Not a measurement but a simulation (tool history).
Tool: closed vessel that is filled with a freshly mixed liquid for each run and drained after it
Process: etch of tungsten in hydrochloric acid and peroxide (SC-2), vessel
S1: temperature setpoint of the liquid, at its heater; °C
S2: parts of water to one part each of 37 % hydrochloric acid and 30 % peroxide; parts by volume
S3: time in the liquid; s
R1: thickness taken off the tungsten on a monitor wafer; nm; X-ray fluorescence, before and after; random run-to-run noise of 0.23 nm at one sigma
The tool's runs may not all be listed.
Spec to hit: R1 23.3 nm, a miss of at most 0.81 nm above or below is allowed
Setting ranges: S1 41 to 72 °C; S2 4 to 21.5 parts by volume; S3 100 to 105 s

| run | hour | S1 | S2 | S3 | R1 |
|---|---|---|---|---|---|
| 1 | 0 | 57 | 12 | 100 | 27.142 |
| 2 | 8 | 56.5 | 12 | 100 | 25.979 |
| 3 | 17 | 56.5 | 9 | 100 | 33.048 |
| 4 | 19.2 | 56.5 | 9 | 105 | 35.501 |
| 5 | 26.3 | 56.5 | 5.5 | 105 | 52.347 |
| 6 | 35 | 62 | 5.5 | 105 | 73.042 |
| 7 | 37.7 | 54 | 6 | 105 | 41.06 |
| 8 | 41.2 | 52.5 | 6 | 105 | 37.041 |
| 9 | 45.6 | 51.5 | 6 | 105 | 34.569 |

Exercise: of the 4 proposed moves below, exactly one satisfies all targets within the stated allowed misses. Which move is it?
| A | 50 | 47 | 6.5 | 100 | ? |
| B | 50 | 43.5 | 5 | 100 | ? |
| C | 50 | 51 | 8 | 100 | ? |
| D | 50 | 48 | 7.5 | 100 | ? |

| move | R1 |
|---|---|
| A | 22.833 |
| B | 21.801 |
| C | 25.383 |
| D | 21.861 |
A: hits every target within its allowed miss
B: moves the result that the last run missed by most past its target, out the other side
C: an improvement on the last run, though not all results are within tolerance
D: moves the result that the last run missed by most past its target, out the other side
The right move is A.
